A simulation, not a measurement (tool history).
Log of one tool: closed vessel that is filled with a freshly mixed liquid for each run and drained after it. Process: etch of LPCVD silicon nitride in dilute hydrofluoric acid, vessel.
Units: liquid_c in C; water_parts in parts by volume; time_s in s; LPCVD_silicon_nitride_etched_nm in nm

run  hour  liquid_c  water_parts  time_s  LPCVD_silicon_nitride_etched_nm
  1   0.0      25.0           85    2875                           15.925
  2   3.9      24.5           85    2875                           15.455
  3  12.4      27.0           85    2875                           18.272
  4  20.8      26.0           85    2875                           17.188
  5  27.3      26.0          100    2875                           14.521
  6  36.7      25.5          100    2875                           14.056
  7  45.9      25.5          100    2875                           14.127
  8  52.5      25.0          100    2875                           13.634
  9  60.8      24.5          100    2875                           13.174

Forecast run 10:
 10  63.3      24.5          100    2875                                ?

Run 10 gave LPCVD_silicon_nitride_etched_nm 13.196 nm.

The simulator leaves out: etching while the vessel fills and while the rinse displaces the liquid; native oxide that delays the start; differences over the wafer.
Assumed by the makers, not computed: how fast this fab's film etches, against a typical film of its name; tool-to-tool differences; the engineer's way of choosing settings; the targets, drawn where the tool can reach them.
